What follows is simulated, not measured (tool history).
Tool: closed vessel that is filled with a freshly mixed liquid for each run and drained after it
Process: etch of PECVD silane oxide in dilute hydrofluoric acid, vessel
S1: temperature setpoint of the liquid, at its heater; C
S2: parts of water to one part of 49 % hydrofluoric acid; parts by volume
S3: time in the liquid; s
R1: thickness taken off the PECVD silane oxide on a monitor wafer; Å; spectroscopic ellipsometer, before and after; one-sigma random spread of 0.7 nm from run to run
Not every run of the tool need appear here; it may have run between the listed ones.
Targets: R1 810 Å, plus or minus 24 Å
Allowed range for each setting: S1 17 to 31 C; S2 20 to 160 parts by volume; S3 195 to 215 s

run	hour	S1	S2	S3	R1
1	0	23	90	195	312.48
2	7.5	21.5	90	195	295.76
3	8.8	18	90	195	256.06
4	13.2	18	105	195	216.95
5	20.8	20	90	195	274.8
6	24.7	20	70	195	361.73
7	26.1	21.5	65	195	426.16
8	31.7	23	60	195	484.67
9	35.2	24.5	60	195	515.94
10	37.4	25.5	60	195	542.34
11	41.1	26.5	60	195	566.78
12	45.3	27	60	195	580.33
13	48.4	27.5	60	195	586.62
14	54.5	28	60	195	597.94
15	56.1	28.5	60	195	603.68

Below are 4 possible settings for the next run. Only one of them brings all results inside the allowed miss of their targets. Which is it?
A	57.7	31	50	215	?
B	57.7	28	50	215	?
C	57.7	30	60	205	?
D	57.7	24	45	205	?

move	R1
A	904.73
B	803.88
C	680.86
D	729.09
A: pushes the last run's worst result past its target
B: hits every target within its allowed miss
C: nearer the targets than the last run, but a result is still out of spec
D: nearer the targets than the last run, but a result is still out of spec
So the answer is move B, the one that meets all the targets.
